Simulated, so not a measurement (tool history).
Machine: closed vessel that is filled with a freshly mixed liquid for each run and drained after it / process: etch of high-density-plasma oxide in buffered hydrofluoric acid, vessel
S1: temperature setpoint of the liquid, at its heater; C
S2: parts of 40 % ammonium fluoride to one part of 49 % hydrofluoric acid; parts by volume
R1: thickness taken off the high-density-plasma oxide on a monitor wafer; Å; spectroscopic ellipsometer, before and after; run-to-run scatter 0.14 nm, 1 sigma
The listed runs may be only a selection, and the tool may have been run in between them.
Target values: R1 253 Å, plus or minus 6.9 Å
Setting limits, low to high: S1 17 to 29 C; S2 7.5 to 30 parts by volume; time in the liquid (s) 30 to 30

run 1 hour=0 | S1=21 S2=20.5 time_in_the_liquid_(s)=30 | R1=172.01
run 2 hour=6.5 | S1=22 S2=20.5 time_in_the_liquid_(s)=30 | R1=183.14
run 3 hour=13.1 | S1=20.5 S2=20.5 time_in_the_liquid_(s)=30 | R1=168.07
run 4 hour=21.1 | S1=20.5 S2=20.5 time_in_the_liquid_(s)=30 | R1=168.29
run 5 hour=27.1 | S1=21.5 S2=20.5 time_in_the_liquid_(s)=30 | R1=175.87
run 6 hour=28.8 | S1=20 S2=20.5 time_in_the_liquid_(s)=30 | R1=164.81
run 7 hour=37.1 | S1=20 S2=20.5 time_in_the_liquid_(s)=30 | R1=165.03
run 8 hour=43.5 | S1=21 S2=20.5 time_in_the_liquid_(s)=30 | R1=173.46
run 9 hour=45.6 | S1=22 S2=20.5 time_in_the_liquid_(s)=30 | R1=183.62
run 10 hour=52.8 | S1=22.5 S2=20.5 time_in_the_liquid_(s)=30 | R1=187.64
run 11 hour=61.5 | S1=23 S2=20.5 time_in_the_liquid_(s)=30 | R1=192.75
run 12 hour=64.9 | S1=23.5 S2=20.5 time_in_the_liquid_(s)=30 | R1=199.04
run 13 hour=67.2 | S1=24 S2=20.5 time_in_the_liquid_(s)=30 | R1=203.81
run 14 hour=68.9 | S1=24.5 S2=20.5 time_in_the_liquid_(s)=30 | R1=210.22
run 15 hour=72.4 | S1=28.5 S2=20.5 time_in_the_liquid_(s)=30 | R1=262.17

Pick the move, out of 4, that brings all results within their allowed miss; only one does.
run A hour=75.9 | S1=29 S2=22 time_in_the_liquid_(s)=30 | R1=?
run B hour=75.9 | S1=29 S2=19.5 time_in_the_liquid_(s)=30 | R1=?
run C hour=75.9 | S1=26.5 S2=17.5 time_in_the_liquid_(s)=30 | R1=?
run D hour=75.9 | S1=29 S2=20.5 time_in_the_liquid_(s)=30 | R1=?

move=A R1=257.85
move=B R1=282.17
move=C R1=274.62
move=D R1=270.61
A: all results in spec
B: moves away from the targets compared with the last run
C: moves away from the targets compared with the last run
D: moves away from the targets compared with the last run
The right move is A.
